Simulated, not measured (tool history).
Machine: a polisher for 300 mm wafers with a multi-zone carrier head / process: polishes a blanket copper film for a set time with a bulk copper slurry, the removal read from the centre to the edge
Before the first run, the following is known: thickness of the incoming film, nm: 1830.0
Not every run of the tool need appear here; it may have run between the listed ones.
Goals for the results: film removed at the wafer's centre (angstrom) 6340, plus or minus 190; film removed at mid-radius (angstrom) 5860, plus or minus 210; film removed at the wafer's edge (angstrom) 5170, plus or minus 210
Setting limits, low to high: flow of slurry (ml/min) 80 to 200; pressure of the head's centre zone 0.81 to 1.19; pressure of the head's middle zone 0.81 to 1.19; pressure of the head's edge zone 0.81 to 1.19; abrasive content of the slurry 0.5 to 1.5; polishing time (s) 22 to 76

run	hour	flow of slurry (ml/min)	pressure of the head's centre zone	pressure of the head's middle zone	pressure of the head's edge zone	abrasive content of the slurry	polishing time (s)	film removed at the wafer's centre (angstrom)	film removed at mid-radius (angstrom)	film removed at the wafer's edge (angstrom)
1	0	130	1	1	1	1	49	5134.8	5015.9	5120.9
2	6.2	130	1	0.95	1	1	49	5203.9	4854.8	5196.3
3	9.3	130	1	0.95	1.04	1	49	5232.9	4850.1	5331.3
4	15.6	130	0.94	0.95	1.04	1	49	4968.5	4911.7	5365.3
5	19.4	145	0.99	0.99	1	1	49	5320.2	5124.6	5319.1
6	20.8	145	1.03	0.99	1	1	49	5461.8	5177.2	5293.7
7	21.9	155	1.06	1.01	0.97	1	49	5649.6	5292.8	5193.6
8	25.2	155	1.06	1.01	0.97	1	49	5580.3	5371.7	5332.4
9	32.9	160	1.1	1.01	0.92	1	49	5931.7	5273.9	5154

Which one of the following 4 next-run settings gets every result inside its allowed miss? There is exactly one.
A	40.6	120	1.15	0.84	0.91	1.1	50	?	?	?
B	40.6	165	1	1.19	1	1	48	?	?	?
C	40.6	195	1.01	1.01	0.81	0.85	52	?	?	?
D	40.6	165	1.13	1.08	0.85	1.05	50	?	?	?

move	film removed at the wafer's centre (angstrom)	film removed at mid-radius (angstrom)	film removed at the wafer's edge (angstrom)
A	6071	4566.6	5145.1
B	5435.8	6117	5252.5
C	5849.8	5667.3	5052.5
D	6375.8	5940.5	5148.2
A: its largest miss is bigger than the last run's
B: takes the result that was furthest off past its target
C: the worst result of the last run now meets its target, but another is out of spec
D: in spec on every target
D meets every target.

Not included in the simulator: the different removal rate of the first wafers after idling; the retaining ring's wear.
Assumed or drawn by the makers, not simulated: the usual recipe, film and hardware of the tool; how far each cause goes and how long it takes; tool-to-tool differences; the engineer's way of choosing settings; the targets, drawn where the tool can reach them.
